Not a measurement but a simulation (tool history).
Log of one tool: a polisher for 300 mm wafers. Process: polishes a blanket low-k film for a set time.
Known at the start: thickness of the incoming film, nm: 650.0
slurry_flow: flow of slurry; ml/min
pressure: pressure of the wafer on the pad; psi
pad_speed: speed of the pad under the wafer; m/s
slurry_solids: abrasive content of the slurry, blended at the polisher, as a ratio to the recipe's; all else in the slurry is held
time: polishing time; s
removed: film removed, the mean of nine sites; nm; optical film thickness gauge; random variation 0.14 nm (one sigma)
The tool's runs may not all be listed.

Run 1, day 0: slurry_flow 155 ml/min, pressure 1.6 psi, pad_speed 1.22 m/s, slurry_solids 1, time 54 s. Result: removed 24.788 nm.
Run 2, day 0.242: slurry_flow 125 ml/min, pressure 1.6 psi, pad_speed 1.22 m/s, slurry_solids 1, time 54 s. Result: removed 23.887 nm.
Run 3, day 0.542: slurry_flow 125 ml/min, pressure 1.8 psi, pad_speed 1.22 m/s, slurry_solids 1, time 54 s. Result: removed 26.951 nm.
Run 4, day 0.854: slurry_flow 95 ml/min, pressure 1.8 psi, pad_speed 1.22 m/s, slurry_solids 1, time 54 s. Result: removed 24.796 nm.
Run 5, day 1.208: slurry_flow 95 ml/min, pressure 1.7 psi, pad_speed 1.22 m/s, slurry_solids 1, time 54 s. Result: removed 22.85 nm.
Run 6, day 1.542: slurry_flow 95 ml/min, pressure 1.7 psi, pad_speed 1.32 m/s, slurry_solids 1, time 54 s. Result: removed 24.695 nm.

The next listed run, before its measurement:
Run 7, day 1.583: slurry_flow 95 ml/min, pressure 1.2 psi, pad_speed 1.28 m/s, slurry_solids 1, time 54 s. Result: removed ?.

{"run 7": {"removed": 17.112}}

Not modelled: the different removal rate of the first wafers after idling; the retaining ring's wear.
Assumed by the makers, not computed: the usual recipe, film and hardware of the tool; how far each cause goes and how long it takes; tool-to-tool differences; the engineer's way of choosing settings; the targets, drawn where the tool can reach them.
